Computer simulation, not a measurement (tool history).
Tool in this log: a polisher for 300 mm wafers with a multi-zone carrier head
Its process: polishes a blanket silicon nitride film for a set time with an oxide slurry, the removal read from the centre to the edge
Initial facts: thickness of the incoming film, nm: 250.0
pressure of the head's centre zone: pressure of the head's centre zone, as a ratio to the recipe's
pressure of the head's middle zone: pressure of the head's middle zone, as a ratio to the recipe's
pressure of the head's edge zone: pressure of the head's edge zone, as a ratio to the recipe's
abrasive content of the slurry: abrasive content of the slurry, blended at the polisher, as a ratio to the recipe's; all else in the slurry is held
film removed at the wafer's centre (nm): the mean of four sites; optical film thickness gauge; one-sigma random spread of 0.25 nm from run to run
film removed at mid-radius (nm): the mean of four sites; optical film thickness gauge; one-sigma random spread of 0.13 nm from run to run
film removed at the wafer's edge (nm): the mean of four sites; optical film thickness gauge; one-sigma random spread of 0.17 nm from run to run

run,day,flow of slurry (ml/min),pressure of the head's centre zone,pressure of the head's middle zone,pressure of the head's edge zone,abrasive content of the slurry,polishing time (s),film removed at the wafer's centre (nm),film removed at mid-radius (nm),film removed at the wafer's edge (nm)
1,0.000,125,1.00,1.00,1.00,1.00,80,36.366,36.293,35.980
2,0.050,135,1.00,1.00,1.00,1.00,80,37.596,36.914,35.990
3,0.204,135,1.00,1.00,1.00,0.85,80,33.705,33.584,32.643
4,0.379,125,0.98,0.95,0.96,0.75,78,30.107,28.748,29.210
5,0.433,120,0.95,0.93,0.92,0.65,77,25.742,25.462,25.281
6,0.546,110,0.94,0.90,0.89,0.65,77,24.936,24.428,24.811
7,0.712,105,0.93,0.88,0.87,0.65,77,23.850,23.699,24.362
8,1.083,100,0.94,0.87,0.85,0.65,77,23.642,23.295,23.908
9,1.162,95,0.94,0.86,0.84,0.65,77,24.200,22.759,23.888
10,1.300,95,0.93,0.86,0.83,0.65,77,23.528,22.897,23.650

Expected results for the next run?
11,1.333,95,0.93,0.85,0.82,0.65,77,?,?,?

{"run 11": {"film removed at the wafer's centre (nm)": 23.696, "film removed at mid-radius (nm)": 22.95, "film removed at the wafer's edge (nm)": 23.729}}
